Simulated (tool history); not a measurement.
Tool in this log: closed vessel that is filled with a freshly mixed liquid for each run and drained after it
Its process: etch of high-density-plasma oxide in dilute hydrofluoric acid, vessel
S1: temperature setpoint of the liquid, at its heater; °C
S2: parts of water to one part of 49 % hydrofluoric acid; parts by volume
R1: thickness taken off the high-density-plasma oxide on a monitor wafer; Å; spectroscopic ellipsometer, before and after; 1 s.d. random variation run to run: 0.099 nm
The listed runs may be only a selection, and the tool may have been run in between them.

{"run": 1, "day": 0.0, "S1": 22, "S2": 240, "time in the liquid (s)": 175, "R1": 36.61}
{"run": 2, "day": 0.342, "S1": 22, "S2": 205, "time in the liquid (s)": 175, "R1": 44.772}
{"run": 3, "day": 0.538, "S1": 24.5, "S2": 165, "time in the liquid (s)": 175, "R1": 63.37}
{"run": 4, "day": 0.842, "S1": 26, "S2": 145, "time in the liquid (s)": 175, "R1": 77.468}
{"run": 5, "day": 1.183, "S1": 27, "S2": 135, "time in the liquid (s)": 175, "R1": 87.833}
{"run": 6, "day": 1.375, "S1": 27, "S2": 135, "time in the liquid (s)": 135, "R1": 67.684}
{"run": 7, "day": 1.442, "S1": 28, "S2": 110, "time in the liquid (s)": 135, "R1": 89.899}
{"run": 8, "day": 1.575, "S1": 28.5, "S2": 100, "time in the liquid (s)": 135, "R1": 102.25}
{"run": 9, "day": 1.633, "S1": 29, "S2": 100, "time in the liquid (s)": 135, "R1": 104.41}

The next listed run, before its measurement:
{"run": 10, "day": 1.854, "S1": 29.5, "S2": 100, "time in the liquid (s)": 135, "R1": "?"}

R1: 105.42 Å

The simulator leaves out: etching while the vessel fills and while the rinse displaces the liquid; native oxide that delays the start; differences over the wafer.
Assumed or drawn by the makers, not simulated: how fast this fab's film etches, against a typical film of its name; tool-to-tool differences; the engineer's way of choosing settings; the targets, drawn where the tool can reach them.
